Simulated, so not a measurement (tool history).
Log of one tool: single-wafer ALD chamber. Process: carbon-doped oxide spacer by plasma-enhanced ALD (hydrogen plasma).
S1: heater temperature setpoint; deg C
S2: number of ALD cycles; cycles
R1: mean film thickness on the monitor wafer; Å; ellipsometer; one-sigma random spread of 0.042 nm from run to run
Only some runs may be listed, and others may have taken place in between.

run    day   S1   S2       R1
  1  0.000  400  220  104.410
  2  0.100  405  220  102.310
  3  0.333  398  220  104.300
  4  0.550  398  193   91.455
  5  0.929  396  207   97.304
  6  1.188  396  218  103.400
  7  1.475  395  225  106.220
  8  1.771  395  231  110.170
  9  1.858  395  231  109.370
 10  2.083  395  235  111.060
 11  2.229  395  239  113.410

Estimate the outcome of run 12 from the log above:
 12  2.608  395  241   ?

Run 12 gave R1 114.060 Å.

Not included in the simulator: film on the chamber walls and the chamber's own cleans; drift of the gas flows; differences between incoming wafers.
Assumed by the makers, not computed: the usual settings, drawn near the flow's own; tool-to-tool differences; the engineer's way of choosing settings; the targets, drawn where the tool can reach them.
